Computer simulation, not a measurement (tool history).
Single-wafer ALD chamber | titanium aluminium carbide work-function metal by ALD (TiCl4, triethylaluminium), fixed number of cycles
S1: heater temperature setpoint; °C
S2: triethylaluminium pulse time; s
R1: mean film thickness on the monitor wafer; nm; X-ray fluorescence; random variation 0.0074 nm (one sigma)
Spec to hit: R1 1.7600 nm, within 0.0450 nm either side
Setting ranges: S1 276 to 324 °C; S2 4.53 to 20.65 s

{"run": 1, "day": 0.0, "S1": 300, "S2": 12.59, "R1": 1.9536}
{"run": 2, "day": 0.179, "S1": 293, "S2": 11.71, "R1": 1.884}
{"run": 3, "day": 0.258, "S1": 301, "S2": 11.71, "R1": 1.9765}
{"run": 4, "day": 0.621, "S1": 311, "S2": 11.71, "R1": 2.0453}
{"run": 5, "day": 0.65, "S1": 318, "S2": 11.71, "R1": 2.139}
{"run": 6, "day": 0.925, "S1": 311, "S2": 11.71, "R1": 2.0587}
{"run": 7, "day": 1.262, "S1": 311, "S2": 11.71, "R1": 2.0488}
{"run": 8, "day": 1.558, "S1": 301, "S2": 10.62, "R1": 1.9471}
{"run": 9, "day": 1.625, "S1": 295, "S2": 9.83, "R1": 1.8807}
{"run": 10, "day": 1.875, "S1": 291, "S2": 9.29, "R1": 1.8258}
{"run": 11, "day": 1.917, "S1": 289, "S2": 8.99, "R1": 1.8152}
{"run": 12, "day": 2.175, "S1": 281, "S2": 7.95, "R1": 1.7174}

Which one of the following 4 next-run settings gets every result inside its allowed miss? There is exactly one.
{"run": "A", "day": 2.433, "S1": 276, "S2": 6.79, "R1": "?"}
{"run": "B", "day": 2.433, "S1": 276, "S2": 9.02, "R1": "?"}
{"run": "C", "day": 2.433, "S1": 277, "S2": 7.33, "R1": "?"}
{"run": "D", "day": 2.433, "S1": 287, "S2": 8.09, "R1": "?"}

move=A R1=1.6364
move=B R1=1.6981
move=C R1=1.6641
move=D R1=1.7768
A: further off than the last run
B: further off than the last run
C: further off than the last run
D: each result inside its tolerance
The move that meets every target is D.
